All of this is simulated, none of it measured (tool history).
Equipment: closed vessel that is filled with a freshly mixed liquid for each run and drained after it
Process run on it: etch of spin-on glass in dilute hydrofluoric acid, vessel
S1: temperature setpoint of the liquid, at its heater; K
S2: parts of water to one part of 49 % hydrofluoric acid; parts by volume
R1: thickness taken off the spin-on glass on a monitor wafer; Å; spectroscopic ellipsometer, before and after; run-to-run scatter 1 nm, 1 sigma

Run 1, hour 0.0: S1 295.15 K, S2 40 parts by volume, time in the liquid (s) 105. Result: R1 779.65 Å.
Run 2, hour 2.3: S1 295.15 K, S2 25 parts by volume, time in the liquid (s) 105. Result: R1 1295.70 Å.
Run 3, hour 5.4: S1 294.15 K, S2 25 parts by volume, time in the liquid (s) 105. Result: R1 1232.80 Å.
Run 4, hour 14.1: S1 296.65 K, S2 25 parts by volume, time in the liquid (s) 105. Result: R1 1379.70 Å.
Run 5, hour 21.0: S1 293.65 K, S2 25 parts by volume, time in the liquid (s) 105. Result: R1 1211.10 Å.
Run 6, hour 24.0: S1 293.65 K, S2 25 parts by volume, time in the liquid (s) 105. Result: R1 1198.90 Å.
Run 7, hour 30.1: S1 293.15 K, S2 25 parts by volume, time in the liquid (s) 105. Result: R1 1188.10 Å.

The next listed run, before its measurement:
Run 8, hour 33.6: S1 292.65 K, S2 25 parts by volume, time in the liquid (s) 105. Result: R1 ?.

R1: 1149.70 Å

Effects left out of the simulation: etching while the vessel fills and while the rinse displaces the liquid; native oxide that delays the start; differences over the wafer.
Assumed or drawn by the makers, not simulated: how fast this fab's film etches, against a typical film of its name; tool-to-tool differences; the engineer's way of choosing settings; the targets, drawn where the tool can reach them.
